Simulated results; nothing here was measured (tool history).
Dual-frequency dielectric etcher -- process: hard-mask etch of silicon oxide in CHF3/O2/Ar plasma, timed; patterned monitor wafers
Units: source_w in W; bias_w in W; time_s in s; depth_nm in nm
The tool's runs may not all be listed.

{"run": 1, "hour": 0.0, "source_w": 810, "bias_w": 230, "time_s": 35, "depth_nm": 90.228}
{"run": 2, "hour": 6.1, "source_w": 810, "bias_w": 270, "time_s": 35, "depth_nm": 92.986}
{"run": 3, "hour": 9.4, "source_w": 740, "bias_w": 258, "time_s": 35, "depth_nm": 90.711}
{"run": 4, "hour": 15.2, "source_w": 740, "bias_w": 258, "time_s": 36.5, "depth_nm": 94.006}
{"run": 5, "hour": 17.8, "source_w": 700, "bias_w": 242, "time_s": 36, "depth_nm": 88.911}
{"run": 6, "hour": 22.4, "source_w": 700, "bias_w": 261, "time_s": 36, "depth_nm": 90.404}
{"run": 7, "hour": 26.7, "source_w": 660, "bias_w": 252, "time_s": 36, "depth_nm": 88.323}
{"run": 8, "hour": 31.3, "source_w": 630, "bias_w": 242, "time_s": 36, "depth_nm": 86.274}
{"run": 9, "hour": 35.1, "source_w": 600, "bias_w": 233, "time_s": 36, "depth_nm": 84.104}
{"run": 10, "hour": 36.0, "source_w": 600, "bias_w": 233, "time_s": 36, "depth_nm": 83.351}
{"run": 11, "hour": 39.2, "source_w": 580, "bias_w": 228, "time_s": 36, "depth_nm": 82.743}
{"run": 12, "hour": 46.2, "source_w": 560, "bias_w": 222, "time_s": 36, "depth_nm": 80.672}
{"run": 13, "hour": 53.2, "source_w": 550, "bias_w": 219, "time_s": 36, "depth_nm": 80.409}

Forecast run 14:
{"run": 14, "hour": 54.7, "source_w": 540, "bias_w": 216, "time_s": 36, "depth_nm": "?"}

depth_nm: 79.495 nm

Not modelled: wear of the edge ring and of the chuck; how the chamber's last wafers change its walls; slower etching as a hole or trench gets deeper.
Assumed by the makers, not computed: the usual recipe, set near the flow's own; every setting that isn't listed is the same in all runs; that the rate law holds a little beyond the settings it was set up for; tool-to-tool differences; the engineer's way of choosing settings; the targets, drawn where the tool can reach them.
